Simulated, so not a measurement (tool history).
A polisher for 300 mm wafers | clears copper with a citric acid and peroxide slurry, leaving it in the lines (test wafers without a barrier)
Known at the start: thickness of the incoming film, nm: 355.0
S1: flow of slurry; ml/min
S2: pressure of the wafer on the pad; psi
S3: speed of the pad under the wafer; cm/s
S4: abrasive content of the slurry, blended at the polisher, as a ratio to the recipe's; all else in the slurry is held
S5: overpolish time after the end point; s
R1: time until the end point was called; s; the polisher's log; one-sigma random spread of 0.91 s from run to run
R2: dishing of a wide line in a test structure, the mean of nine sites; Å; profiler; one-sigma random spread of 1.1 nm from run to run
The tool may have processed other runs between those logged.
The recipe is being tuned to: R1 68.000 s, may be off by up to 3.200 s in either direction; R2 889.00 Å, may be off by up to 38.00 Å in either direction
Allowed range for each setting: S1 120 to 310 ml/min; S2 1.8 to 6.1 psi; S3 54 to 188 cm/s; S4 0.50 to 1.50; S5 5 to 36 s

{"run": 1, "hour": 0.0, "S1": 200, "S2": 3.9, "S3": 120, "S4": 1.0, "S5": 18, "R1": 124.34, "R2": 370.8}
{"run": 2, "hour": 3.1, "S1": 195, "S2": 4.4, "S3": 126, "S4": 1.0, "S5": 20, "R1": 102.82, "R2": 485.1}
{"run": 3, "hour": 5.1, "S1": 195, "S2": 4.4, "S3": 126, "S4": 1.1, "S5": 20, "R1": 100.84, "R2": 487.78}
{"run": 4, "hour": 8.2, "S1": 195, "S2": 3.8, "S3": 126, "S4": 1.1, "S5": 20, "R1": 118.52, "R2": 423.92}
{"run": 5, "hour": 11.8, "S1": 190, "S2": 4.4, "S3": 126, "S4": 1.1, "S5": 21, "R1": 101.34, "R2": 509.45}
{"run": 6, "hour": 17.6, "S1": 190, "S2": 4.4, "S3": 126, "S4": 1.1, "S5": 27, "R1": 102.71, "R2": 631.16}
{"run": 7, "hour": 26.5, "S1": 195, "S2": 4.8, "S3": 126, "S4": 1.1, "S5": 27, "R1": 93.579, "R2": 678.3}
{"run": 8, "hour": 27.2, "S1": 200, "S2": 5.9, "S3": 128, "S4": 1.1, "S5": 27, "R1": 73.541, "R2": 800.99}
{"run": 9, "hour": 34.8, "S1": 200, "S2": 6.0, "S3": 130, "S4": 1.1, "S5": 27, "R1": 73.72, "R2": 854.05}

Of the 4 settings listed for the next run, only one would bring every result within its allowed miss of target. Which one?
{"run": "A", "hour": 42.4, "S1": 185, "S2": 6.0, "S3": 132, "S4": 1.1, "S5": 24, "R1": "?", "R2": "?"}
{"run": "B", "hour": 42.4, "S1": 220, "S2": 5.9, "S3": 142, "S4": 1.1, "S5": 27, "R1": "?", "R2": "?"}
{"run": "C", "hour": 42.4, "S1": 305, "S2": 5.2, "S3": 116, "S4": 1.45, "S5": 31, "R1": "?", "R2": "?"}
{"run": "D", "hour": 42.4, "S1": 145, "S2": 6.1, "S3": 124, "S4": 1.5, "S5": 24, "R1": "?", "R2": "?"}

move=A R1=73.169 R2=767.20
move=B R1=68.639 R2=886.02
move=C R1=82.674 R2=846.63
move=D R1=71.231 R2=784.90
A: the biggest miss grows against the last run
B: hits every target within its allowed miss
C: the biggest miss grows against the last run
D: the biggest miss grows against the last run
So the answer is move B, the one that meets all the targets.
